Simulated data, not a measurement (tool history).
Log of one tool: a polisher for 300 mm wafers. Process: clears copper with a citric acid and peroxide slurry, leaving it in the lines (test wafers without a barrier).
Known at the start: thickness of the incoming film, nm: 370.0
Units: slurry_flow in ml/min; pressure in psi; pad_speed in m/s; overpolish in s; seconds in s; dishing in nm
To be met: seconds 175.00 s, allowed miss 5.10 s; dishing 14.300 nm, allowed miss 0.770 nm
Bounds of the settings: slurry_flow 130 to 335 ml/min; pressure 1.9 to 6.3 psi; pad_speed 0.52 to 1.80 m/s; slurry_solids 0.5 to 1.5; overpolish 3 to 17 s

| run | hour | slurry_flow | pressure | pad_speed | slurry_solids | overpolish | seconds | dishing |
|---|---|---|---|---|---|---|---|---|
| 1 | 0.0 | 215 | 4.1 | 1.16 | 1.0 | 9 | 102.97 | 20.751 |
| 2 | 7.0 | 210 | 3.4 | 1.16 | 1.0 | 9 | 119.33 | 18.859 |
| 3 | 9.2 | 210 | 3.4 | 1.30 | 1.0 | 9 | 106.14 | 20.277 |
| 4 | 11.7 | 205 | 2.9 | 1.24 | 1.0 | 9 | 126.46 | 17.768 |
| 5 | 18.6 | 200 | 2.6 | 1.20 | 1.0 | 9 | 143.83 | 16.332 |
| 6 | 21.5 | 190 | 2.4 | 1.20 | 1.0 | 9 | 151.04 | 15.656 |
| 7 | 24.6 | 185 | 2.2 | 1.20 | 1.0 | 9 | 163.69 | 15.181 |
| 8 | 26.2 | 175 | 2.2 | 1.20 | 1.0 | 9 | 163.69 | 14.884 |
| 9 | 34.6 | 165 | 2.2 | 1.20 | 1.0 | 9 | 164.31 | 14.937 |
| 10 | 42.7 | 160 | 2.1 | 1.20 | 1.0 | 9 | 170.68 | 14.501 |
| 11 | 44.4 | 155 | 2.1 | 1.20 | 1.0 | 9 | 168.80 | 14.377 |
| 12 | 48.1 | 150 | 2.1 | 1.20 | 1.0 | 9 | 171.97 | 14.208 |

4 next moves are on the table. One of them brings every result within its allowed miss. Which?
| A | 51.8 | 195 | 2.9 | 0.86 | 1.1 | 9 | ? | ? |
| B | 51.8 | 130 | 2.6 | 0.88 | 1.2 | 10 | ? | ? |
| C | 51.8 | 130 | 2.4 | 1.16 | 1.0 | 8 | ? | ? |
| D | 51.8 | 150 | 2.2 | 1.04 | 1.0 | 10 | ? | ? |

| move | seconds | dishing |
|---|---|---|
| A | 174.31 | 14.113 |
| B | 187.49 | 14.425 |
| C | 159.53 | 13.752 |
| D | 186.49 | 14.426 |
A: meets every target
B: takes the result that was furthest off past its target
C: further off than the last run
D: takes the result that was furthest off past its target
Answer: A
